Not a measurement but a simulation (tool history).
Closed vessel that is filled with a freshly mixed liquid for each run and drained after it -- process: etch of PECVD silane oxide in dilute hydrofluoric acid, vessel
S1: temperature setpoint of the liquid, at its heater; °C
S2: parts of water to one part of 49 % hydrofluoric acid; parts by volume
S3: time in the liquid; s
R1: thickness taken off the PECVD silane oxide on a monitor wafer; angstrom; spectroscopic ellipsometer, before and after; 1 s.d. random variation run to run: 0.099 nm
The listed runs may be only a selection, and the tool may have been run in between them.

{"run": 1, "day": 0.0, "S1": 23, "S2": 100, "S3": 30, "R1": 68.689}
{"run": 2, "day": 0.146, "S1": 23, "S2": 75, "S3": 30, "R1": 94.95}
{"run": 3, "day": 0.517, "S1": 24.5, "S2": 75, "S3": 30, "R1": 100.74}
{"run": 4, "day": 0.679, "S1": 24.5, "S2": 45, "S3": 30, "R1": 173.58}
{"run": 5, "day": 0.804, "S1": 23.5, "S2": 45, "S3": 30, "R1": 168.97}
{"run": 6, "day": 0.992, "S1": 23.5, "S2": 75, "S3": 30, "R1": 97.355}
{"run": 7, "day": 1.258, "S1": 25, "S2": 75, "S3": 30, "R1": 102.58}

Run 8, settings as shown, results not yet in. Your forecast:
{"run": 8, "day": 1.533, "S1": 26, "S2": 70, "S3": 30, "R1": "?"}

{"run 8": {"R1": 114.01}}
